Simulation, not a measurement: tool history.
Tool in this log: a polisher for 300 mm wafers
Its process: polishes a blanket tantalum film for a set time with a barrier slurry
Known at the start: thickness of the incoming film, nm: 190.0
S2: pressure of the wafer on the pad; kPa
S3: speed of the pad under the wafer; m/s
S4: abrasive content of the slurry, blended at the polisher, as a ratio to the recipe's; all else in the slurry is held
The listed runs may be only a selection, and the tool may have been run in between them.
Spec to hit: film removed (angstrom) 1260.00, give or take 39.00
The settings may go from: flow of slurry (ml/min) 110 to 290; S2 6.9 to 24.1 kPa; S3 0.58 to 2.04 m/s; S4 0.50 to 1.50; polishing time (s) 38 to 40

run 1 hour=0.0 | flow_of_slurry_(ml/min)=185 S2=15.2 S3=1.30 S4=1.00 polishing_time_(s)=38 | film_removed_(angstrom)=882.43
run 2 hour=6.3 | flow_of_slurry_(ml/min)=185 S2=15.2 S3=1.30 S4=1.00 polishing_time_(s)=38 | film_removed_(angstrom)=885.73
run 3 hour=7.9 | flow_of_slurry_(ml/min)=190 S2=16.5 S3=1.30 S4=1.00 polishing_time_(s)=38 | film_removed_(angstrom)=938.26
run 4 hour=9.4 | flow_of_slurry_(ml/min)=190 S2=16.5 S3=1.30 S4=1.10 polishing_time_(s)=38 | film_removed_(angstrom)=988.81
run 5 hour=18.4 | flow_of_slurry_(ml/min)=190 S2=17.2 S3=1.30 S4=1.10 polishing_time_(s)=38 | film_removed_(angstrom)=1007.30
run 6 hour=23.9 | flow_of_slurry_(ml/min)=230 S2=17.2 S3=1.30 S4=1.10 polishing_time_(s)=38 | film_removed_(angstrom)=1028.50
run 7 hour=25.2 | flow_of_slurry_(ml/min)=230 S2=17.9 S3=1.30 S4=1.10 polishing_time_(s)=38 | film_removed_(angstrom)=1064.50
run 8 hour=26.7 | flow_of_slurry_(ml/min)=230 S2=18.6 S3=1.30 S4=1.10 polishing_time_(s)=38 | film_removed_(angstrom)=1109.40
run 9 hour=30.9 | flow_of_slurry_(ml/min)=230 S2=19.3 S3=1.30 S4=1.10 polishing_time_(s)=38 | film_removed_(angstrom)=1125.80
run 10 hour=33.8 | flow_of_slurry_(ml/min)=230 S2=20.0 S3=1.30 S4=1.10 polishing_time_(s)=38 | film_removed_(angstrom)=1165.10
run 11 hour=40.7 | flow_of_slurry_(ml/min)=230 S2=20.7 S3=1.30 S4=1.10 polishing_time_(s)=38 | film_removed_(angstrom)=1213.70

Which of these 4 next moves meets every target?
run A hour=47.6 | flow_of_slurry_(ml/min)=245 S2=20.7 S3=1.20 S4=1.30 polishing_time_(s)=40 | film_removed_(angstrom)=?
run B hour=47.6 | flow_of_slurry_(ml/min)=240 S2=20.0 S3=1.46 S4=1.05 polishing_time_(s)=39 | film_removed_(angstrom)=?
run C hour=47.6 | flow_of_slurry_(ml/min)=235 S2=21.4 S3=1.20 S4=1.20 polishing_time_(s)=38 | film_removed_(angstrom)=?
run D hour=47.6 | flow_of_slurry_(ml/min)=215 S2=22.1 S3=1.34 S4=1.05 polishing_time_(s)=39 | film_removed_(angstrom)=?

move=A film_removed_(angstrom)=1243.50
move=B film_removed_(angstrom)=1331.80
move=C film_removed_(angstrom)=1181.70
move=D film_removed_(angstrom)=1314.10
A: hits every target within its allowed miss
B: the result that was furthest off in the last run now lies on the other side of its target
C: its largest miss is bigger than the last run's
D: the result that was furthest off in the last run now lies on the other side of its target
A is the move that brings every result within its allowed miss.

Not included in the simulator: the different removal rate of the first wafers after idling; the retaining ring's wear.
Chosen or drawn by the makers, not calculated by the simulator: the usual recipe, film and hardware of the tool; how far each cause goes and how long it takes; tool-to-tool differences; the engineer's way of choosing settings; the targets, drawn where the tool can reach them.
